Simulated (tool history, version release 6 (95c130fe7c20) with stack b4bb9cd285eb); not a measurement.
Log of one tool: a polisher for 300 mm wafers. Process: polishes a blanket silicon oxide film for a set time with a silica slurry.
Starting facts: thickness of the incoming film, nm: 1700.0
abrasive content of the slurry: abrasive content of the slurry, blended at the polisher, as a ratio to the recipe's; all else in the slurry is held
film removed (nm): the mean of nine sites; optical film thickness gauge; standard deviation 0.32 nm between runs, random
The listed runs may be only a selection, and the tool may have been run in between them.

run,hour,flow of slurry (ml/min),pressure of the wafer on the pad (psi),speed of the pad under the wafer (cm/s),abrasive content of the slurry,polishing time (s),film removed (nm)
1,0.0,220,3.0,94,1.00,26,39.359
2,5.1,220,3.0,94,1.00,23,36.107
3,13.8,220,3.0,94,1.10,23,36.677
4,16.8,220,3.0,94,0.95,23,35.505
5,22.1,240,3.0,94,0.95,23,35.293
6,28.3,240,3.0,86,0.95,23,33.305
7,36.7,240,2.9,86,0.95,23,32.334
8,39.6,240,2.8,86,0.95,23,31.041

Run 9 comes next. What will it give?
# hour 41.7: slurry blender recalibrated
9,41.7,240,2.7,86,0.95,23,?

film removed (nm): 32.321
